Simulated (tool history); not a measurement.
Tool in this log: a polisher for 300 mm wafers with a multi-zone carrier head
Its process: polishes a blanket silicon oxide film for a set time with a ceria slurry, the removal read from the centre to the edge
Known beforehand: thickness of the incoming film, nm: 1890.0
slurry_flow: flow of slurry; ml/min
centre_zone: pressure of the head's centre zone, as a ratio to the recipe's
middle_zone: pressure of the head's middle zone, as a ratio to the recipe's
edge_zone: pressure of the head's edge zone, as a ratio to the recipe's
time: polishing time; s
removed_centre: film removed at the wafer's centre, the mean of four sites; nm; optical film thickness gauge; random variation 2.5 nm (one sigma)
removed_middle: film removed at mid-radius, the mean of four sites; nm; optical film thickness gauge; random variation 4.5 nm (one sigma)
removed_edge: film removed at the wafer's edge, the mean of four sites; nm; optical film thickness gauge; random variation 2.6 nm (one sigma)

run,hour,slurry_flow,centre_zone,middle_zone,edge_zone,time,removed_centre,removed_middle,removed_edge
1,0,245,1,1,1,83,227.64,231.74,221.01
2,4,255,1.02,1.04,1.03,88,251.29,253.66,240.83
3,9.3,265,1.03,1.07,1.03,92,263.43,265.65,252.87
4,10.9,255,1.03,1.1,1.01,98,280.24,293.27,264.3
5,14.2,250,1.04,1.12,1.01,102,297.95,320.91,273.74
6,21.3,250,1.04,1.18,1.01,102,294.38,322.5,268.03
7,28.7,250,1.04,1.18,1.01,102,295.42,325.03,273.48

Expected results for the next run?
8,34.6,250,1.05,1.18,1.02,104,?,?,?

removed_centre: 299.65 nm
removed_middle: 330.04 nm
removed_edge: 279.21 nm

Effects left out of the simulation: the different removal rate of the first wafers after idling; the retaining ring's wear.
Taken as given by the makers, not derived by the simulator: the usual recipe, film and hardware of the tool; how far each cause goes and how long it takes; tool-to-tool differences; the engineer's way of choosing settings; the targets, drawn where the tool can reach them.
